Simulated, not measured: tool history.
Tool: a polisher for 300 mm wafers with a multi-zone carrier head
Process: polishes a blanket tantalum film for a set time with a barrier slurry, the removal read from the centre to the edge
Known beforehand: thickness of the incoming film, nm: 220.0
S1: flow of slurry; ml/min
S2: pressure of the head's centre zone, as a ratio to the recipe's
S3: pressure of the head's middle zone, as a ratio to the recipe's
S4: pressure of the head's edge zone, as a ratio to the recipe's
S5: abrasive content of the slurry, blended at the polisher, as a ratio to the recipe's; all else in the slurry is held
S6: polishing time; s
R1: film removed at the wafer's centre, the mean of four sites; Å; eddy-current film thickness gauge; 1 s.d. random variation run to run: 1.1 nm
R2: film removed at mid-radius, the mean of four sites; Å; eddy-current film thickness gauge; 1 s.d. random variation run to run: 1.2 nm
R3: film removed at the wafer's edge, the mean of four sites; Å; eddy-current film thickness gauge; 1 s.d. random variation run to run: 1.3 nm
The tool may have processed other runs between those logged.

run,hour,S1,S2,S3,S4,S5,S6,R1,R2,R3
1,0.0,145,1.00,1.00,1.00,1.00,48,658.36,682.86,661.41
2,7.3,145,1.00,1.00,0.93,1.00,48,644.97,662.64,658.95
3,8.0,145,1.00,1.00,0.93,1.00,58,795.65,798.12,768.39
4,9.3,145,1.07,1.00,0.93,1.00,58,852.26,804.99,788.06
5,17.4,145,1.07,1.04,0.93,1.00,58,856.40,821.77,772.92
6,25.7,145,1.07,1.04,0.93,1.00,62,920.27,908.55,845.25
7,34.1,145,1.08,1.01,0.94,1.00,62,914.20,847.34,835.21
8,39.1,150,1.09,1.00,0.95,1.05,62,932.56,877.20,859.80
9,44.8,150,1.11,0.98,0.95,1.05,62,968.60,858.10,863.78
10,48.6,150,1.11,0.96,0.96,1.05,62,939.68,817.54,870.39

Run 11, settings as shown, results not yet in. Your forecast:
11,49.5,155,1.12,0.96,0.96,1.05,62,?,?,?

{"run 11": {"R1": 982.33, "R2": 839.42, "R3": 840.8}}

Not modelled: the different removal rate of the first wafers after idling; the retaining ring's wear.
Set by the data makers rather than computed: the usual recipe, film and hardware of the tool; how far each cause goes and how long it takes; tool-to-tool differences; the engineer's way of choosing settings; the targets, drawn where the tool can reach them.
